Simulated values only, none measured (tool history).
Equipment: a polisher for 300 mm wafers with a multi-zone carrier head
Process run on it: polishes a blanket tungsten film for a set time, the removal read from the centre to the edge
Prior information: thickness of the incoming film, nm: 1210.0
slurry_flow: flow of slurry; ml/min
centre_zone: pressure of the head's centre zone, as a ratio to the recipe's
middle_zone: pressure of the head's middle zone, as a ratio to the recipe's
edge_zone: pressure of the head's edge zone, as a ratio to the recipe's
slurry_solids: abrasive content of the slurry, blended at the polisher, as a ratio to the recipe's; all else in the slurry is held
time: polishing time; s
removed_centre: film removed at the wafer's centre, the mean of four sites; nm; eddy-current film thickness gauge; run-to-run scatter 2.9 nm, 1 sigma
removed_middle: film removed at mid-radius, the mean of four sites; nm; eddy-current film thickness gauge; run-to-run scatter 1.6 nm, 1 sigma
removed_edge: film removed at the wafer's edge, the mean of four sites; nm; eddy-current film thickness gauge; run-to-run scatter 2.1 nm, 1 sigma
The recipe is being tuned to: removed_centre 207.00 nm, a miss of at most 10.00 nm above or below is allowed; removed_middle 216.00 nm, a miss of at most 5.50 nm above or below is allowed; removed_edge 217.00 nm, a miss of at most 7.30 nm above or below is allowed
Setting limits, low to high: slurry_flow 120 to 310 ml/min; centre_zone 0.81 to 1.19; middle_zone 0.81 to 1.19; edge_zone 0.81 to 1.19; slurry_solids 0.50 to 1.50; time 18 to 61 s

run  hour  slurry_flow  centre_zone  middle_zone  edge_zone  slurry_solids  time  removed_centre  removed_middle  removed_edge
  1   0.0          200         1.00         1.00       1.00           1.00    39          264.07          264.09        248.45
  2   6.6          200         1.00         1.00       1.00           0.90    39          254.30          253.17        247.92
  3   7.9          230         1.00         1.00       1.00           0.90    39          270.49          259.62        249.05
  4  16.4          230         1.00         1.00       1.00           0.90    48          320.71          321.55        306.67
  5  24.0          230         1.00         1.00       1.00           0.90    57          383.60          375.61        370.98
  6  32.1          280         1.00         1.00       1.00           0.90    57          384.95          386.04        371.20
     40.4  -- edge zone pressure recalibrated
  7  40.4          280         1.00         1.00       1.00           0.90    57          392.11          392.67        385.08
  8  41.6          260         0.94         0.96       0.95           0.75    52          320.50          323.83        328.38

Next run, 5 choices. One meets every target within its allowed miss, the rest don't. Which?
  A  42.8          245         1.17         1.15       0.85           0.80    35               ?               ?             ?
  B  42.8          300         0.93         0.98       0.98           0.55    36               ?               ?             ?
  C  42.8          260         1.01         0.97       0.95           1.15    61               ?               ?             ?
  D  42.8          260         0.84         1.04       0.92           0.70    35               ?               ?             ?
  E  42.8          265         1.11         0.97       0.87           0.75    33               ?               ?             ?

move  removed_centre  removed_middle  removed_edge
   A          272.10          259.83        213.70
   B          209.25          219.73        218.64
   C          447.41          429.15        426.83
   D          190.41          233.38        215.56
   E          241.88          210.83        202.28
A: nearer than the last run, and not there yet
B: all results land within tolerance of their targets
C: moves away from the targets compared with the last run
D: nearer than the last run, and not there yet
E: meets the target for the result that was furthest off, but another lies outside its allowed miss
Go with B: it meets all targets.
